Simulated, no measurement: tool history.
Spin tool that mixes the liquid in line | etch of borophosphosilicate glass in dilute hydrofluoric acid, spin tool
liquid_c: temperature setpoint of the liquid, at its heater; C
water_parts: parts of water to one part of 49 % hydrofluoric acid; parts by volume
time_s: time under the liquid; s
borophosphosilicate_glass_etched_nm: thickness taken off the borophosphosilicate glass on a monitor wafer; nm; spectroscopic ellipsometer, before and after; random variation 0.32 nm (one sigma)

run    day  liquid_c  water_parts  time_s  borophosphosilicate_glass_etched_nm
  1  0.000      26.0          195     100                               26.254
  2  0.088      26.0          195      80                               20.992
  3  0.146      27.0          190      80                               22.384
  4  0.433      27.5          180      80                               24.763
  5  0.504      27.5          180     100                               31.076
  6  0.712      25.5          180     100                               28.551
  7  0.817      29.5          175     100                               33.652

Forecast run 8:
  8  1.142      30.0          175     100                                    ?

Run 8 gave borophosphosilicate_glass_etched_nm 34.490 nm.
